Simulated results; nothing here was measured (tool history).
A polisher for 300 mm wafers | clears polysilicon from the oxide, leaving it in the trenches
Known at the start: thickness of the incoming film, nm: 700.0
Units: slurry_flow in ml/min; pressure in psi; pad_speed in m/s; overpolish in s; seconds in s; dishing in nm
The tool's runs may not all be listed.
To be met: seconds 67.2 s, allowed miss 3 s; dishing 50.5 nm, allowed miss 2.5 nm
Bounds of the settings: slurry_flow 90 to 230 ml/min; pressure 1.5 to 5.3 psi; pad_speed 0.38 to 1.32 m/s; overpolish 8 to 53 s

run	hour	slurry_flow	pressure	pad_speed	overpolish	seconds	dishing
1	0	150	3.4	0.84	27	39.704	49.925
2	3.1	150	2.7	0.84	27	47.082	50.86
3	5.9	150	2.2	0.84	27	54.685	51.573
4	12.1	150	2.2	0.84	18	53.284	50.104
5	20	150	3	0.84	18	43.493	50.504
6	22.3	150	2.7	0.84	17	47.79	50.87
7	23.2	150	2.4	0.84	18	51.064	51.071
8	28.1	150	2.2	0.82	17	54.491	49.301
9	34.8	145	2	0.82	20	58.846	50.3
10	36.1	140	1.9	0.82	21	60.147	50.113
11	39.6	140	1.8	0.82	22	63.064	49.405
12	43.1	135	1.6	0.8	9	69.729	41.716
13	49.4	145	1.6	0.8	11	70.122	44.067
14	53.3	150	1.6	0.8	14	67.74	46.168
15	58	150	1.6	0.8	14	68.733	46.829
16	63.8	155	1.6	0.8	15	67.345	49.503

Which of these 4 next moves meets every target?
A	69.6	150	1.5	0.86	12	?	?
B	69.6	90	1.5	0.96	12	?	?
C	69.6	170	1.6	0.8	21	?	?
D	69.6	90	2.2	0.76	13	?	?

move	seconds	dishing
A	67.121	44.959
B	68.828	44.69
C	67.749	48.56
D	67.763	45.664
A: further off than the last run
B: further off than the last run
C: meets every target
D: further off than the last run
The right move is C.

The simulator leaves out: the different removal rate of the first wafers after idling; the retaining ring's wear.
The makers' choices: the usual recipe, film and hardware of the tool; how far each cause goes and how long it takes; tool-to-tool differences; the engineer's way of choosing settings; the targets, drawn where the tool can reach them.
